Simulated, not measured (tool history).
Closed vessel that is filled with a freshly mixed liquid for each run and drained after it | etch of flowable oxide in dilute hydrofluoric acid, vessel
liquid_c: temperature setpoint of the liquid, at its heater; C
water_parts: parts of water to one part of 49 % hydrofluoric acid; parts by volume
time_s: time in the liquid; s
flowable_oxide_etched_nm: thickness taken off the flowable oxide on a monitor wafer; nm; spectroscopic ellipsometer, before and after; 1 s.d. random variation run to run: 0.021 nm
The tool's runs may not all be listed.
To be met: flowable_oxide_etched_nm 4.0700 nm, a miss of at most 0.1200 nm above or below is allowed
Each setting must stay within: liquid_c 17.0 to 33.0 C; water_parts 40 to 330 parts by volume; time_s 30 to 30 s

Run 1, hour 0.0: liquid_c 25.0 C, water_parts 185 parts by volume, time_s 30 s. Result: flowable_oxide_etched_nm 5.7683 nm.
Run 2, hour 7.9: liquid_c 27.5 C, water_parts 185 parts by volume, time_s 30 s. Result: flowable_oxide_etched_nm 6.3728 nm.
Run 3, hour 10.8: liquid_c 25.0 C, water_parts 190 parts by volume, time_s 30 s. Result: flowable_oxide_etched_nm 5.6268 nm.
Run 4, hour 15.6: liquid_c 27.5 C, water_parts 190 parts by volume, time_s 30 s. Result: flowable_oxide_etched_nm 6.1179 nm.
Run 5, hour 21.0: liquid_c 25.0 C, water_parts 195 parts by volume, time_s 30 s. Result: flowable_oxide_etched_nm 5.4320 nm.
Run 6, hour 29.9: liquid_c 25.0 C, water_parts 195 parts by volume, time_s 30 s. Result: flowable_oxide_etched_nm 5.4458 nm.
Run 7, hour 38.8: liquid_c 23.5 C, water_parts 195 parts by volume, time_s 30 s. Result: flowable_oxide_etched_nm 5.1256 nm.
Run 8, hour 47.7: liquid_c 23.5 C, water_parts 195 parts by volume, time_s 30 s. Result: flowable_oxide_etched_nm 5.1644 nm.
Run 9, hour 54.6: liquid_c 22.0 C, water_parts 195 parts by volume, time_s 30 s. Result: flowable_oxide_etched_nm 4.8214 nm.
Run 10, hour 61.2: liquid_c 21.0 C, water_parts 195 parts by volume, time_s 30 s. Result: flowable_oxide_etched_nm 4.6466 nm.
Run 11, hour 64.2: liquid_c 20.5 C, water_parts 195 parts by volume, time_s 30 s. Result: flowable_oxide_etched_nm 4.6088 nm.
Run 12, hour 69.9: liquid_c 17.0 C, water_parts 200 parts by volume, time_s 30 s. Result: flowable_oxide_etched_nm 3.8848 nm.

Exercise: of the 4 proposed moves below, exactly one satisfies all targets within the stated allowed misses. Which move is it?
Run A, hour 75.6: liquid_c 17.5 C, water_parts 215 parts by volume, time_s 30 s. Result: flowable_oxide_etched_nm ?.
Run B, hour 75.6: liquid_c 17.0 C, water_parts 210 parts by volume, time_s 30 s. Result: flowable_oxide_etched_nm ?.
Run C, hour 75.6: liquid_c 17.5 C, water_parts 195 parts by volume, time_s 30 s. Result: flowable_oxide_etched_nm ?.
Run D, hour 75.6: liquid_c 20.0 C, water_parts 225 parts by volume, time_s 30 s. Result: flowable_oxide_etched_nm ?.

move  flowable_oxide_etched_nm
   A                    3.6352
   B                    3.6668
   C                    4.0864
   D                    3.7861
A: moves away from the targets compared with the last run
B: moves away from the targets compared with the last run
C: in spec on every target
D: moves away from the targets compared with the last run
The right move is C.
